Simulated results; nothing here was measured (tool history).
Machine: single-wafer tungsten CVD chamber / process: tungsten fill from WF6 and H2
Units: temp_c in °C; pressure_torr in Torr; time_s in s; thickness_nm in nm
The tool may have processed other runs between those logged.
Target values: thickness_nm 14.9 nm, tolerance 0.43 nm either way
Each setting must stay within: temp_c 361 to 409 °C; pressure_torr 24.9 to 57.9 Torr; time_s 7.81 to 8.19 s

run	hour	temp_c	pressure_torr	time_s	thickness_nm
1	0	385	41.4	8.19	20.83
2	8.4	376	41.4	8.19	16.974
3	11.4	384	41.4	8.19	20.349
4	18.3	380	41.1	8.19	18.61
5	20.3	377	40.9	8.19	17.232
6	27.6	377	45.3	8.19	17.892
7	30.8	366	44.5	8.17	13.579
8	31.8	367	44.6	8.17	14.02

Below are 4 possible settings for the next run. Only one of them brings all results inside the allowed miss of their targets. Which is it?
A	32.8	367	52.1	8.19	?
B	32.8	372	45.1	8.19	?
C	32.8	368	46.6	7.81	?
D	32.8	365	46.2	8.19	?

move	thickness_nm
A	14.759
B	15.863
C	13.871
D	13.466
A: each result inside its tolerance
B: pushes the last run's worst result past its target
C: further off than the last run
D: further off than the last run
So the answer is move A, the one that meets all the targets.
